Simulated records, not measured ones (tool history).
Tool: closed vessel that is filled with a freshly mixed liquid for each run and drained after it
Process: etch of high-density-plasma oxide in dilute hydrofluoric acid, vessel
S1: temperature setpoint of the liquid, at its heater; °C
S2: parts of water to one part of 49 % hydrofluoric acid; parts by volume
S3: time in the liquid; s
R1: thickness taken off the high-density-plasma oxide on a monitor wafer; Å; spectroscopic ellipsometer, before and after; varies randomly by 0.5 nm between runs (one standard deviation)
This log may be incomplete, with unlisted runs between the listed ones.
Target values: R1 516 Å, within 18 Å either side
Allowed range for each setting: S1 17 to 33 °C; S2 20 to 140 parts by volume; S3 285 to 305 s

{"run": 1, "day": 0.0, "S1": 25, "S2": 75, "S3": 285, "R1": 376.94}
{"run": 2, "day": 0.092, "S1": 25, "S2": 75, "S3": 285, "R1": 378.26}
{"run": 3, "day": 0.258, "S1": 25, "S2": 75, "S3": 305, "R1": 410.89}
{"run": 4, "day": 0.542, "S1": 26.5, "S2": 75, "S3": 305, "R1": 442.35}
{"run": 5, "day": 0.571, "S1": 27.5, "S2": 75, "S3": 305, "R1": 452.13}
{"run": 6, "day": 0.679, "S1": 27.5, "S2": 75, "S3": 305, "R1": 459.32}
{"run": 7, "day": 1.004, "S1": 28.5, "S2": 75, "S3": 305, "R1": 471.88}
{"run": 8, "day": 1.354, "S1": 29, "S2": 75, "S3": 305, "R1": 494.35}
{"day": 1.688, "done": "thermometer replaced"}
{"run": 9, "day": 1.688, "S1": 30, "S2": 75, "S3": 305, "R1": 550.07}

Pick the move, out of 4, that brings all results within their allowed miss; only one does.
{"run": "A", "day": 2.021, "S1": 28.5, "S2": 65, "S3": 305, "R1": "?"}
{"run": "B", "day": 2.021, "S1": 31, "S2": 80, "S3": 295, "R1": "?"}
{"run": "C", "day": 2.021, "S1": 30.5, "S2": 70, "S3": 285, "R1": "?"}
{"run": "D", "day": 2.021, "S1": 29.5, "S2": 70, "S3": 305, "R1": "?"}

move=A R1=606.67
move=B R1=513.47
move=C R1=564.65
move=D R1=581.44
A: misses by more than the last run did
B: every result within its allowed miss
C: misses by more than the last run did
D: misses by more than the last run did
Move B is the one to make.
